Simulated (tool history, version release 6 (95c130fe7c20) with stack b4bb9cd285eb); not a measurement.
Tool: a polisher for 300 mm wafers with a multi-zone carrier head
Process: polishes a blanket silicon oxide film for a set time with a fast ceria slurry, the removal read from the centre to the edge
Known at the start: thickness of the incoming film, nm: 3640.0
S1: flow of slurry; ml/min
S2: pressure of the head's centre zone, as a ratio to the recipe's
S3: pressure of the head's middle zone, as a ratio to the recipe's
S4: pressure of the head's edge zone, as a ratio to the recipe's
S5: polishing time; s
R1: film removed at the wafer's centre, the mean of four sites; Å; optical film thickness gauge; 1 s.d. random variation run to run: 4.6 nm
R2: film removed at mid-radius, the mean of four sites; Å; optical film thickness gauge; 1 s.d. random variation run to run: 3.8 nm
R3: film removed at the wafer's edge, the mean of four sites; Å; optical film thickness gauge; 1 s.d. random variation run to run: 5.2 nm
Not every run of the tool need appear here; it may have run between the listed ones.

| run | hour | S1 | S2 | S3 | S4 | S5 | R1 | R2 | R3 |
|---|---|---|---|---|---|---|---|---|---|
| 1 | 0 | 195 | 1 | 1 | 1 | 76 | 7031.6 | 7021 | 7418 |
| 2 | 1.3 | 195 | 1 | 1.07 | 1 | 76 | 7116 | 7379.9 | 7327.9 |
| 3 | 3.3 | 185 | 0.95 | 1.07 | 0.96 | 65 | 5802.9 | 6371.5 | 6129.8 |
| 4 | 7.8 | 185 | 0.95 | 1.04 | 0.96 | 65 | 5703.1 | 6157.3 | 6017.9 |
| 5 | 12.9 | 185 | 0.95 | 1.09 | 0.96 | 65 | 5887.7 | 6454.6 | 6021.7 |
| 6 | 21.9 | 140 | 0.95 | 1.09 | 0.96 | 65 | 5521.5 | 6116.3 | 5854.1 |
| 7 | 28.5 | 135 | 0.85 | 1.06 | 0.86 | 43 | 3207.6 | 3939.7 | 3647.4 |

Run 8 is up next; what results do you expect?
| 8 | 29.5 | 190 | 0.89 | 1.13 | 0.96 | 42 | ? | ? | ? |

R1: 3535.5 Å
R2: 4340.8 Å
R3: 3878.4 Å
